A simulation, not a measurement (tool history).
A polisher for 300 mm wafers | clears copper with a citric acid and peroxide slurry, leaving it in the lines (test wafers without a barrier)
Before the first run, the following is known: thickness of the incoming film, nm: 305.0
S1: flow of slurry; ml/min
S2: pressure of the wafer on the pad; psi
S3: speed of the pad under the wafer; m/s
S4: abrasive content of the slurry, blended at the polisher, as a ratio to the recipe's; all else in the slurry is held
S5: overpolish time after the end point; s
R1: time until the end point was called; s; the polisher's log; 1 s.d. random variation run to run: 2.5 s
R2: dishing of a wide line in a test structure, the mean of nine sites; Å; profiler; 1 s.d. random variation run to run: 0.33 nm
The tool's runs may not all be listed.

run  hour   S1   S2    S3   S4  S5      R1      R2
  1   0.0  290  3.1  0.96  1.0  12  118.94  218.63
  2   2.9  290  3.1  0.96  1.1  12  115.65  223.27
  3   7.3  290  3.1  0.96  1.1  17  117.06  295.30
  4  12.8  290  3.6  0.96  1.1  17  106.31  334.04
  5  21.6  290  3.2  0.94  1.1  17  116.01  317.57
  6  29.6  290  2.9  0.90  1.1  16  132.13  269.78
  7  32.0  290  2.6  0.90  1.1  15  139.99  228.01

Forecast run 8:
  8  38.5  290  1.7  0.86  1.1  16   ?   ?

{"run 8": {"R1": 191.04, "R2": 189.35}}

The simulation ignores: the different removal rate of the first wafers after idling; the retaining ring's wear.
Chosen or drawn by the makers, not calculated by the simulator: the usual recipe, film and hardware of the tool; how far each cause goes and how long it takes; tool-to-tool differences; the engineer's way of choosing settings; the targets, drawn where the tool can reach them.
